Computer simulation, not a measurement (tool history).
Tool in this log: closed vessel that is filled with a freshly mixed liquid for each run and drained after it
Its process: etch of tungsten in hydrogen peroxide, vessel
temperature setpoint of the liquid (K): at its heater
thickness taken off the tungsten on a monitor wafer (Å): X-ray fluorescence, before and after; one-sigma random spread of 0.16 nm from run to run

run	day	temperature setpoint of the liquid (K)	concentration of hydrogen peroxide in the mixed liquid (% by weight)	time in the liquid (s)	thickness taken off the tungsten on a monitor wafer (Å)
1	0	322.15	15.5	100	728.46
2	0.325	326.15	15.5	100	923.12
3	0.617	326.15	15.5	100	926.24
4	0.762	329.15	15.5	100	1122.9
5	1.008	329.15	17.5	100	1175.6
6	1.383	329.15	20	100	1271.5
7	1.571	325.15	19.5	100	986.77
8	1.767	321.65	19	100	781.03
9	1.85	318.65	19	100	651.16

Run 10, settings as shown, results not yet in. Your forecast:
10	2.2	316.15	19	100	?

{"run 10": {"thickness taken off the tungsten on a monitor wafer (Å)": 552.33}}
